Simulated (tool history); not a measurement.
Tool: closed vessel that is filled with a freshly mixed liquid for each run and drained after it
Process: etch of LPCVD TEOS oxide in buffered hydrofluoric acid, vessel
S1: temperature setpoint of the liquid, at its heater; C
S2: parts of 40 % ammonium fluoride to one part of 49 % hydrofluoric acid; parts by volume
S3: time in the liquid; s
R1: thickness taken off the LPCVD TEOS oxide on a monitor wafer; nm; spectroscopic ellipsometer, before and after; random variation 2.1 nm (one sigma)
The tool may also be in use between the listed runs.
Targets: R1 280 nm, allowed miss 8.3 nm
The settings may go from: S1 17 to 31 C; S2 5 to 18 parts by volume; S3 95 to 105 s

run	hour	S1	S2	S3	R1
1	0	23	11	95	191.96
2	4.7	23	11	95	191.31
3	9	23	11	105	211.21
4	11.5	24	11	105	221.54
5	19.2	24	14	105	175.87
6	22.5	24	14	105	176.68
7	26	24	14	105	176.89
8	29.4	24	14	105	174.82
9	31.1	25	13.5	105	193.71
10	33.2	25	13.5	105	193.65
11	39.6	26	13.5	105	200.57
12	45.2	27	13	105	220.13

Which of these 5 next moves meets every target?
A	50.8	28.5	11	105	?
B	50.8	25.5	15	100	?
C	50.8	30.5	10	95	?
D	50.8	29	16	95	?
E	50.8	19	9	95	?

move	R1
A	283.91
B	170.02
C	313.08
D	182.83
E	179.23
A: meets every target
B: further off than the last run
C: takes the result that was furthest off past its target
D: further off than the last run
E: further off than the last run
Move A is the one to make.
